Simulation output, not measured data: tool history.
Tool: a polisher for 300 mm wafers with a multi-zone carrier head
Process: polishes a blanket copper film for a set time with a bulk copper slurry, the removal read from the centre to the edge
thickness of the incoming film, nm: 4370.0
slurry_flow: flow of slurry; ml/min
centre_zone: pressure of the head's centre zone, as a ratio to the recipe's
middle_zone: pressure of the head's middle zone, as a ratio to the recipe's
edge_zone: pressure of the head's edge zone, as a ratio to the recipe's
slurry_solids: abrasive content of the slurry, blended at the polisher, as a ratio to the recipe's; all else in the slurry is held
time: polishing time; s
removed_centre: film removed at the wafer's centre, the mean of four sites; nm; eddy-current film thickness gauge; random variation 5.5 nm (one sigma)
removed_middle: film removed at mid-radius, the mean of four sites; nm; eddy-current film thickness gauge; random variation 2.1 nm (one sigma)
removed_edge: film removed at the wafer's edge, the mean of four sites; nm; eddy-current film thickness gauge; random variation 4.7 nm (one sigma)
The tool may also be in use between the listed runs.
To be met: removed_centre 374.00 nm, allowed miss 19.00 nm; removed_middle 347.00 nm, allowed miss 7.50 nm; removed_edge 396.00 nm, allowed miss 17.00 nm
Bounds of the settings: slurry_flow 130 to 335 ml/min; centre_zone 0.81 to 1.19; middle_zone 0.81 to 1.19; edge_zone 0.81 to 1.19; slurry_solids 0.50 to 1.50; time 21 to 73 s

run,hour,slurry_flow,centre_zone,middle_zone,edge_zone,slurry_solids,time,removed_centre,removed_middle,removed_edge
1,0.0,215,1.00,1.00,1.00,1.00,47,508.64,457.40,462.88
2,4.6,210,0.98,0.98,0.99,0.95,47,500.44,441.55,448.70
3,10.9,205,0.96,0.97,1.00,0.90,47,481.48,437.54,449.74
4,19.6,200,0.95,0.95,1.00,0.85,47,466.05,423.44,437.61
5,21.7,195,0.94,0.94,1.00,0.80,47,452.01,418.03,447.16
# hour 29.7: centre zone pressure recalibrated
6,29.7,195,0.93,0.93,0.99,0.75,47,412.55,411.06,432.25
7,33.7,190,0.94,0.92,0.99,0.75,47,398.15,402.71,427.56
8,38.3,190,0.95,0.91,0.99,0.75,47,411.23,403.19,431.12
9,39.0,190,0.96,0.90,0.99,0.75,47,410.56,403.40,441.80
10,42.1,190,0.96,0.90,0.99,0.75,47,422.58,397.54,428.17
11,46.3,185,0.96,0.89,0.99,0.75,47,415.03,395.60,432.68

4 next moves are on the table. One of them brings every result within its allowed miss. Which?
A,50.5,175,0.97,0.88,1.02,0.75,42,?,?,?
B,50.5,170,1.09,0.82,1.07,1.15,39,?,?,?
C,50.5,205,0.88,1.18,0.81,0.60,46,?,?,?
D,50.5,215,1.17,0.91,0.97,1.35,37,?,?,?

move,removed_centre,removed_middle,removed_edge
A,366.70,347.64,401.72
B,406.95,326.22,406.80
C,360.88,468.57,387.53
D,438.28,351.16,384.62
A: meets every target
B: takes the result that was furthest off past its target
C: further off than the last run
D: brings the result that was furthest off to its target, and leaves another outside
The right move is A.
